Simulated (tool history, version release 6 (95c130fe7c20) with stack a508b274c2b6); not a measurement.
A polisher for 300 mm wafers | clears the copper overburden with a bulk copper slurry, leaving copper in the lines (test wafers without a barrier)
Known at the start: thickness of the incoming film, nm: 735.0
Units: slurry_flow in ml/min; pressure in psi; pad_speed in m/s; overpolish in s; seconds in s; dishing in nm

run 1 hour=0.0 | slurry_flow=250 pressure=2.0 pad_speed=1.00 slurry_solids=1.00 overpolish=16 | seconds=102.180 dishing=60.924
run 2 hour=1.0 | slurry_flow=245 pressure=2.0 pad_speed=1.00 slurry_solids=1.00 overpolish=18 | seconds=104.980 dishing=65.408
run 3 hour=6.7 | slurry_flow=245 pressure=2.3 pad_speed=1.00 slurry_solids=1.00 overpolish=18 | seconds=94.044 dishing=71.330
run 4 hour=11.3 | slurry_flow=245 pressure=2.3 pad_speed=1.00 slurry_solids=1.15 overpolish=18 | seconds=91.144 dishing=70.109
run 5 hour=18.0 | slurry_flow=245 pressure=2.3 pad_speed=1.00 slurry_solids=1.30 overpolish=18 | seconds=89.536 dishing=74.570
run 6 hour=19.0 | slurry_flow=245 pressure=2.2 pad_speed=1.00 slurry_solids=1.30 overpolish=19 | seconds=92.283 dishing=73.652

Forecast run 7:
run 7 hour=22.5 | slurry_flow=240 pressure=2.1 pad_speed=1.00 slurry_solids=1.30 overpolish=21 | seconds=? dishing=?

Run 7 gave seconds 94.995 s, dishing 76.230 nm.
